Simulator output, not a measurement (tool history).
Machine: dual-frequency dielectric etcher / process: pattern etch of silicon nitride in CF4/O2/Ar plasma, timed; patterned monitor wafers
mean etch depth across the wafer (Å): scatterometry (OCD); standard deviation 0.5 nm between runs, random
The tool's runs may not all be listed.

| run | hour | source power (kW) | bias power (kW) | Ar flow (sccm) | CF4 flow (sccm) | etch time (s) | mean etch depth across the wafer (Å) |
|---|---|---|---|---|---|---|---|
| 1 | 0 | 0.64 | 0.065 | 107 | 107 | 66.5 | 1794.1 |
| 2 | 4 | 0.64 | 0.065 | 107 | 119 | 66.5 | 1805.8 |
| 3 | 11.8 | 0.67 | 0.065 | 107 | 119 | 66.5 | 1875.2 |
| 4 | 20.4 | 0.67 | 0.065 | 107 | 133 | 66.5 | 1885 |
| 5 | 24.9 | 0.67 | 0.065 | 107 | 133 | 60.5 | 1724.9 |
| 6 | 29.2 | 0.67 | 0.065 | 91 | 133 | 60.5 | 1757.9 |
| 7 | 37.3 | 0.71 | 0.066 | 91 | 133 | 60.5 | 1835 |
| 8 | 44 | 0.74 | 0.067 | 91 | 133 | 60.5 | 1914.8 |
| 9 | 50.9 | 0.76 | 0.067 | 91 | 133 | 60.5 | 1945.7 |
| 10 | 56.8 | 0.76 | 0.067 | 91 | 133 | 60.5 | 1942.6 |

The next listed run, before its measurement:
| 11 | 60.1 | 0.76 | 0.067 | 91 | 133 | 60.5 | ? |

{"run 11": {"mean etch depth across the wafer (Å)": 1946.9}}
